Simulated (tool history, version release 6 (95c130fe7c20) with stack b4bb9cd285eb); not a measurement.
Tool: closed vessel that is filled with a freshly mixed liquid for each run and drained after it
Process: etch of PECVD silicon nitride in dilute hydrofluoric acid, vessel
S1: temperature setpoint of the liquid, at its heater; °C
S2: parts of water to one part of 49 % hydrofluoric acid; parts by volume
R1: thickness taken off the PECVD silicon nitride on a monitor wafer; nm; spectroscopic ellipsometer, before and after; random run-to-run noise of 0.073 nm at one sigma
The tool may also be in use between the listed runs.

Run 1, day 0.000: S1 26.0 °C, S2 140 parts by volume, time in the liquid (s) 665. Result: R1 17.953 nm.
Run 2, day 0.288: S1 26.0 °C, S2 165 parts by volume, time in the liquid (s) 665. Result: R1 15.289 nm.
Run 3, day 0.688: S1 29.5 °C, S2 165 parts by volume, time in the liquid (s) 665. Result: R1 19.136 nm.
Run 4, day 0.808: S1 28.0 °C, S2 165 parts by volume, time in the liquid (s) 665. Result: R1 17.327 nm.
Run 5, day 0.971: S1 28.0 °C, S2 165 parts by volume, time in the liquid (s) 665. Result: R1 17.421 nm.
Run 6, day 1.138: S1 26.5 °C, S2 165 parts by volume, time in the liquid (s) 665. Result: R1 15.719 nm.

Run 7 comes next. What will it give?
Run 7, day 1.321: S1 25.5 °C, S2 165 parts by volume, time in the liquid (s) 665. Result: R1 ?.

Logged for run 7: R1 14.936 nm.
